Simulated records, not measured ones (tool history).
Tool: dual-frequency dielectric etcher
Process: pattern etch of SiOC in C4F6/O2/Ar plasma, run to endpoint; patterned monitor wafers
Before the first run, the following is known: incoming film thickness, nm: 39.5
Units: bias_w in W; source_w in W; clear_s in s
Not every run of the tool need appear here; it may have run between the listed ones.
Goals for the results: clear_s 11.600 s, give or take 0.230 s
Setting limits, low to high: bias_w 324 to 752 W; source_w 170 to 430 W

run  hour  bias_w  source_w  clear_s
  1   0.0     538       300   14.419
  2   4.8     561       310   13.942
  3   6.2     561       330   13.605
  4  13.9     580       330   13.313
  5  22.0     674       330   12.401
  6  25.2     682       330   12.339
  7  32.6     689       330   12.370
  8  37.3     696       330   12.331
  9  40.3     696       330   12.339

Exactly one of the 5 candidate moves below puts every result within its allowed miss. Which one?
  A  43.3     683       330        ?
  B  43.3     706       340        ?
  C  43.3     662       360        ?
  D  43.3     714       370        ?
  E  43.3     604       280        ?

move  clear_s
   A   12.539
   B   12.199
   C   12.269
   D   11.723
   E   14.215
A: further off than the last run
B: nearer the targets than the last run, but a result is still out of spec
C: nearer the targets than the last run, but a result is still out of spec
D: all results in spec
E: further off than the last run
The move that meets every target is D.
